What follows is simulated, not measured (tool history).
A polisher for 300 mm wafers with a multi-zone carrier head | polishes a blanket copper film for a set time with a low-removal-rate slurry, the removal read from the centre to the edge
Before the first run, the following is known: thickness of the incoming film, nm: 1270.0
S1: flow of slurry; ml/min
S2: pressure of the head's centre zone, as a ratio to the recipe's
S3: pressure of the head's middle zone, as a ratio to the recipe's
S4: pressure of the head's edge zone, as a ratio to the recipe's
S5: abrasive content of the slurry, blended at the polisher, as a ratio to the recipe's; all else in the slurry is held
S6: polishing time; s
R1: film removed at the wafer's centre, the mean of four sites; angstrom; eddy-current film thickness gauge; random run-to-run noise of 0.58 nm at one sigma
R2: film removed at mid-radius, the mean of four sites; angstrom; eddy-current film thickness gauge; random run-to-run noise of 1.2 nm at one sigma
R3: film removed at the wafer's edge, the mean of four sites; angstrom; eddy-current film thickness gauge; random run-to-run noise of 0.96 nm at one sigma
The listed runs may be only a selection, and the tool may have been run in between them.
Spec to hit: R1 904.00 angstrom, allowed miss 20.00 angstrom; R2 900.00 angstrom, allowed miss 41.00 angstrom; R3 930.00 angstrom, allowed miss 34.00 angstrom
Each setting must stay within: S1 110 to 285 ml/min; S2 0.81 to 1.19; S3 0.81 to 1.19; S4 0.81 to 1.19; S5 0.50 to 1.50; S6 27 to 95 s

{"run": 1, "day": 0.0, "S1": 180, "S2": 1.0, "S3": 1.0, "S4": 1.0, "S5": 1.0, "S6": 61, "R1": 1119.2, "R2": 1157.3, "R3": 1134.4}
{"run": 2, "day": 0.325, "S1": 225, "S2": 1.0, "S3": 1.0, "S4": 1.0, "S5": 1.0, "S6": 61, "R1": 1165.5, "R2": 1171.7, "R3": 1140.5}
{"run": 3, "day": 0.362, "S1": 225, "S2": 1.0, "S3": 1.0, "S4": 1.0, "S5": 0.8, "S6": 61, "R1": 1080.2, "R2": 1091.2, "R3": 1061.7}
{"run": 4, "day": 0.688, "S1": 225, "S2": 1.08, "S3": 1.0, "S4": 1.0, "S5": 0.8, "S6": 61, "R1": 1168.4, "R2": 1102.7, "R3": 1065.4}
{"run": 5, "day": 0.817, "S1": 220, "S2": 1.06, "S3": 0.98, "S4": 0.98, "S5": 0.75, "S6": 61, "R1": 1124.2, "R2": 1086.3, "R3": 1037.1}
{"run": 6, "day": 1.067, "S1": 220, "S2": 1.06, "S3": 1.06, "S4": 0.98, "S5": 0.75, "S6": 61, "R1": 1135.9, "R2": 1129.4, "R3": 1048.3}
{"run": 7, "day": 1.388, "S1": 220, "S2": 1.05, "S3": 1.03, "S4": 0.98, "S5": 0.7, "S6": 61, "R1": 1097.7, "R2": 1070.9, "R3": 1012.8}
{"run": 8, "day": 1.425, "S1": 215, "S2": 1.03, "S3": 1.01, "S4": 0.98, "S5": 0.7, "S6": 61, "R1": 1079.9, "R2": 1074.3, "R3": 1011.1}
{"run": 9, "day": 1.783, "S1": 165, "S2": 0.94, "S3": 0.91, "S4": 1.01, "S5": 0.5, "S6": 59, "R1": 803.11, "R2": 812.22, "R3": 867.84}
{"run": 10, "day": 1.821, "S1": 175, "S2": 0.94, "S3": 0.91, "S4": 1.01, "S5": 0.5, "S6": 59, "R1": 819.88, "R2": 804.6, "R3": 872.13}
{"run": 11, "day": 1.912, "S1": 185, "S2": 0.94, "S3": 0.92, "S4": 1.01, "S5": 0.5, "S6": 59, "R1": 820.82, "R2": 835.22, "R3": 864.29}
{"run": 12, "day": 1.979, "S1": 235, "S2": 0.98, "S3": 0.9, "S4": 1.1, "S5": 0.6, "S6": 59, "R1": 955.82, "R2": 893.34, "R3": 1001.7}
{"run": 13, "day": 2.071, "S1": 230, "S2": 0.98, "S3": 0.91, "S4": 1.09, "S5": 0.6, "S6": 59, "R1": 945.76, "R2": 879.54, "R3": 1000.8}
{"run": 14, "day": 2.288, "S1": 225, "S2": 0.96, "S3": 1.01, "S4": 0.99, "S5": 0.55, "S6": 59, "R1": 904.93, "R2": 940.42, "R3": 917.5}

4 candidate next runs follow, results not yet known. Just one meets every target within its allowed miss. Identify it.
{"run": "A", "day": 2.504, "S1": 230, "S2": 0.97, "S3": 1.09, "S4": 1.05, "S5": 0.5, "S6": 60, "R1": "?", "R2": "?", "R3": "?"}
{"run": "B", "day": 2.504, "S1": 235, "S2": 0.97, "S3": 0.95, "S4": 1.02, "S5": 0.6, "S6": 57, "R1": "?", "R2": "?", "R3": "?"}
{"run": "C", "day": 2.504, "S1": 270, "S2": 0.93, "S3": 1.04, "S4": 0.99, "S5": 0.5, "S6": 61, "R1": "?", "R2": "?", "R3": "?"}
{"run": "D", "day": 2.504, "S1": 250, "S2": 1.07, "S3": 1.06, "S4": 1.03, "S5": 0.5, "S6": 55, "R1": "?", "R2": "?", "R3": "?"}

move=A R1=892.66 R2=993.59 R3=944.22
move=B R1=905.09 R2=899.18 R3=945.81
move=C R1=888.50 R2=990.48 R3=947.79
move=D R1=913.76 R2=898.66 R3=864.71
A: further off than the last run
B: meets every target
C: further off than the last run
D: brings the result that was furthest off to its target, and leaves another outside
Correct choice: B, which meets every target
